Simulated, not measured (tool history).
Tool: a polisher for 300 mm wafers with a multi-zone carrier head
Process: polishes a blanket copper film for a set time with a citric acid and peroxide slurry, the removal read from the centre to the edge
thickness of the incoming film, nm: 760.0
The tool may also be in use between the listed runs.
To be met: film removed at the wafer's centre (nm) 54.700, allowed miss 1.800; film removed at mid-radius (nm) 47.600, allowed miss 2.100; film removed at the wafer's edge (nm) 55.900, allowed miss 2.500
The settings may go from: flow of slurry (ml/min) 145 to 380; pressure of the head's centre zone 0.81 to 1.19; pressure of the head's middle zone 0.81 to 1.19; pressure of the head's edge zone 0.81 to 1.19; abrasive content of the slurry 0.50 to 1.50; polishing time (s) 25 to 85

run  hour  flow of slurry (ml/min)  pressure of the head's centre zone  pressure of the head's middle zone  pressure of the head's edge zone  abrasive content of the slurry  polishing time (s)  film removed at the wafer's centre (nm)  film removed at mid-radius (nm)  film removed at the wafer's edge (nm)
  1   0.0                      245                                1.00                                1.00                              1.00                            1.00                  55                                   87.291                           86.607                                 87.300
  2   7.4                      240                                0.99                                0.96                              0.99                            0.90                  51                                   76.903                           75.288                                 77.785
  3   8.3                      240                                0.99                                0.90                              0.99                            0.90                  51                                   78.962                           71.979                                 78.745
  4  11.6                      235                                0.98                                0.88                              0.99                            0.80                  48                                   69.899                           65.830                                 72.958
  5  12.4                      235                                0.98                                0.88                              0.99                            0.90                  48                                   71.484                           67.695                                 74.088
  6  14.9                      235                                0.98                                0.88                              0.99                            1.00                  48                                   73.866                           69.470                                 76.539
  7  20.1                      235                                0.99                                0.86                              0.99                            0.90                  45                                   68.876                           62.979                                 70.283
  8  22.7                      235                                0.99                                0.85                              0.99                            0.80                  43                                   63.669                           59.322                                 66.150
  9  27.0                      225                                1.01                                0.84                              1.00                            0.75                  42                                   62.639                           54.464                                 62.519
 10  34.3                      215                                1.01                                0.83                              1.00                            0.70                  42                                   61.752                           54.403                                 61.888
 11  39.4                      230                                1.02                                0.82                              1.06                            0.65                  34                                   50.945                           43.267                                 51.057

4 next moves are on the table. One of them brings every result within its allowed miss. Which?
  A  44.5                      235                                1.12                                0.89                              1.14                            0.55                  37                                        ?                                ?                                      ?
  B  44.5                      155                                1.12                                0.87                              1.07                            0.65                  38                                        ?                                ?                                      ?
  C  44.5                      250                                1.00                                0.81                              1.01                            0.60                  38                                        ?                                ?                                      ?
  D  44.5                      245                                1.02                                0.81                              1.10                            0.65                  31                                        ?                                ?                                      ?

move  film removed at the wafer's centre (nm)  film removed at mid-radius (nm)  film removed at the wafer's edge (nm)
   A                                   57.352                           47.650                                 55.655
   B                                   58.447                           47.994                                 55.639
   C                                   54.157                           46.867                                 54.911
   D                                   45.585                           38.734                                 47.371
A: takes the result that was furthest off past its target
B: takes the result that was furthest off past its target
C: meets every target
D: further off than the last run
The right move is C.
